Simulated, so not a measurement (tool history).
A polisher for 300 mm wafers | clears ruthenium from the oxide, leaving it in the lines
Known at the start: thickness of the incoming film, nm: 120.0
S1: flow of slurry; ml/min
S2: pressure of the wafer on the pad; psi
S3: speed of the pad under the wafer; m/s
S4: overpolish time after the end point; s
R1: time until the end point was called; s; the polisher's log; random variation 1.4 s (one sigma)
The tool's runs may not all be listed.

run 1 hour=0 | S1=140 S2=2.4 S3=0.78 S4=24 | R1=114.33
run 2 hour=0.9 | S1=140 S2=2.5 S3=0.78 S4=24 | R1=109.92
run 3 hour=6.8 | S1=140 S2=2.5 S3=0.78 S4=24 | R1=107.29
run 4 hour=9.5 | S1=140 S2=2.5 S3=0.78 S4=26 | R1=108.48
run 5 hour=11.5 | S1=140 S2=2.5 S3=0.78 S4=26 | R1=110.59
run 6 hour=15.8 | S1=140 S2=2.6 S3=0.78 S4=26 | R1=107.61
run 7 hour=22.4 | S1=140 S2=2.7 S3=0.8 S4=26 | R1=100.75
run 8 hour=24.3 | S1=140 S2=2.8 S3=0.8 S4=26 | R1=100.01
run 9 hour=26.9 | S1=140 S2=2.9 S3=0.82 S4=26 | R1=94.052

The next listed run, before its measurement:
-- hour=29 head pressure recalibrated
run 10 hour=29 | S1=140 S2=3 S3=0.82 S4=26 | R1=?

Run 10 gave R1 95.918 s.
